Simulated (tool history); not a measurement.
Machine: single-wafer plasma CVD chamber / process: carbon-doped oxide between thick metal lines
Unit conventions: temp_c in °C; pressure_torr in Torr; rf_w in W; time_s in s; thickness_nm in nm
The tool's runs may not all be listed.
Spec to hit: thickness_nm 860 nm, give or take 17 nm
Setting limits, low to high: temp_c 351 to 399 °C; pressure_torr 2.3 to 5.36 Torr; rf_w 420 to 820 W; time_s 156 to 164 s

| run | hour | temp_c | pressure_torr | rf_w | time_s | thickness_nm |
|---|---|---|---|---|---|---|
| 1 | 0 | 375 | 3.83 | 620 | 164 | 781.94 |
| 2 | 7.3 | 374 | 3.94 | 630 | 164 | 781.19 |
| 3 | 12.8 | 374 | 3.53 | 630 | 164 | 784.43 |
| 4 | 20.2 | 374 | 3.54 | 645 | 164 | 784.19 |
| 5 | 27 | 374 | 3.1 | 645 | 164 | 778.34 |
| 6 | 30.6 | 374 | 3.1 | 645 | 164 | 772.99 |
| 7 | 34.4 | 374 | 3.23 | 655 | 164 | 789.3 |
| 8 | 42.9 | 374 | 3.31 | 665 | 164 | 800.94 |
| 9 | 51.1 | 374 | 3.39 | 670 | 164 | 802.46 |
| 10 | 52.9 | 374 | 3.46 | 680 | 164 | 807.76 |
|  | 61 | thermocouple changed; heater temperature recalibrated |
| 11 | 61 | 374 | 3.51 | 690 | 164 | 818.18 |

Which of these 5 next moves meets every target?
| A | 69.1 | 383 | 3.06 | 715 | 164 | ? |
| B | 69.1 | 368 | 2.8 | 680 | 156 | ? |
| C | 69.1 | 380 | 3.97 | 760 | 164 | ? |
| D | 69.1 | 378 | 3.57 | 620 | 161 | ? |
| E | 69.1 | 379 | 2.51 | 730 | 161 | ? |

| move | thickness_nm |
|---|---|
| A | 807.12 |
| B | 766.23 |
| C | 852.38 |
| D | 760.88 |
| E | 795.14 |
A: lands further from the targets than the last run did
B: lands further from the targets than the last run did
C: all results land within tolerance of their targets
D: lands further from the targets than the last run did
E: lands further from the targets than the last run did
The right move is C.

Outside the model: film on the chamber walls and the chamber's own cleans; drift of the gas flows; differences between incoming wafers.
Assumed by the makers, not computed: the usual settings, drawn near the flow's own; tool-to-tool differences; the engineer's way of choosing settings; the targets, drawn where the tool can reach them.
